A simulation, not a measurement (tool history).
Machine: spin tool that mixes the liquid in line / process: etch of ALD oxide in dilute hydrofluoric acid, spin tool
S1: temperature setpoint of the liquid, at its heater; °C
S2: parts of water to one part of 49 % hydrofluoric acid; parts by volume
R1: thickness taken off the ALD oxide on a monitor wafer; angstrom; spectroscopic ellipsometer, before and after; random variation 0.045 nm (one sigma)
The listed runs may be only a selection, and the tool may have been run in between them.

{"run": 1, "hour": 0.0, "S1": 23.0, "S2": 150, "time under the liquid (s)": 300, "R1": 225.68}
{"run": 2, "hour": 6.9, "S1": 21.5, "S2": 155, "time under the liquid (s)": 300, "R1": 205.75}
{"run": 3, "hour": 11.0, "S1": 20.5, "S2": 160, "time under the liquid (s)": 300, "R1": 190.0}
{"run": 4, "hour": 16.1, "S1": 20.0, "S2": 165, "time under the liquid (s)": 300, "R1": 179.32}
{"run": 5, "hour": 22.2, "S1": 20.0, "S2": 165, "time under the liquid (s)": 325, "R1": 193.36}
{"run": 6, "hour": 26.4, "S1": 19.5, "S2": 170, "time under the liquid (s)": 325, "R1": 183.89}
{"run": 7, "hour": 28.8, "S1": 19.0, "S2": 175, "time under the liquid (s)": 325, "R1": 175.3}
{"run": 8, "hour": 30.8, "S1": 18.5, "S2": 180, "time under the liquid (s)": 325, "R1": 166.7}

Run 9, settings as shown, results not yet in. Your forecast:
{"run": 9, "hour": 39.6, "S1": 18.0, "S2": 185, "time under the liquid (s)": 325, "R1": "?"}

{"run 9": {"R1": 157.57}}

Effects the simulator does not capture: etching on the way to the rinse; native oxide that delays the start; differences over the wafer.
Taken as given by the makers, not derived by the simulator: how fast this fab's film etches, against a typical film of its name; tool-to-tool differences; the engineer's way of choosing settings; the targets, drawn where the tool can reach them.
